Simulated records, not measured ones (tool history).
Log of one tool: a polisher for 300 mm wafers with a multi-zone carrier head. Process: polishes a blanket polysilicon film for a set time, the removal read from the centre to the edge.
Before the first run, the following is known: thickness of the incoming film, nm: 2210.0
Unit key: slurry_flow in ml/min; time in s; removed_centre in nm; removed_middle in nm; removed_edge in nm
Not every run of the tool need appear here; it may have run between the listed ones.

{"run": 1, "day": 0.0, "slurry_flow": 120, "centre_zone": 1, "middle_zone": 1, "edge_zone": 1, "time": 40, "removed_centre": 263.49, "removed_middle": 261.37, "removed_edge": 260.42}
{"run": 2, "day": 0.1, "slurry_flow": 130, "centre_zone": 0.97, "middle_zone": 1.02, "edge_zone": 1, "time": 40, "removed_centre": 263.59, "removed_middle": 272.73, "removed_edge": 265.27}
{"run": 3, "day": 0.371, "slurry_flow": 130, "centre_zone": 0.89, "middle_zone": 1.02, "edge_zone": 1, "time": 40, "removed_centre": 242.8, "removed_middle": 270.72, "removed_edge": 265.91}
{"run": 4, "day": 0.733, "slurry_flow": 130, "centre_zone": 0.89, "middle_zone": 1.02, "edge_zone": 1, "time": 33, "removed_centre": 199.4, "removed_middle": 222.41, "removed_edge": 216.8}
{"run": 5, "day": 0.871, "slurry_flow": 145, "centre_zone": 0.89, "middle_zone": 1.02, "edge_zone": 1, "time": 33, "removed_centre": 201.09, "removed_middle": 229.35, "removed_edge": 222.79}
{"run": 6, "day": 1.008, "slurry_flow": 155, "centre_zone": 0.92, "middle_zone": 1.06, "edge_zone": 1.04, "time": 34, "removed_centre": 217.82, "removed_middle": 248.09, "removed_edge": 235.21}
{"run": 7, "day": 1.3, "slurry_flow": 160, "centre_zone": 0.93, "middle_zone": 1.09, "edge_zone": 1.07, "time": 35, "removed_centre": 227.14, "removed_middle": 262.02, "removed_edge": 249.22}

What will run 8 give?
{"run": 8, "day": 1.646, "slurry_flow": 165, "centre_zone": 0.94, "middle_zone": 1.11, "edge_zone": 1.08, "time": 35, "removed_centre": "?", "removed_middle": "?", "removed_edge": "?"}

Run 8 gave removed_centre 231.15 nm, removed_middle 265.75 nm, removed_edge 248.62 nm.
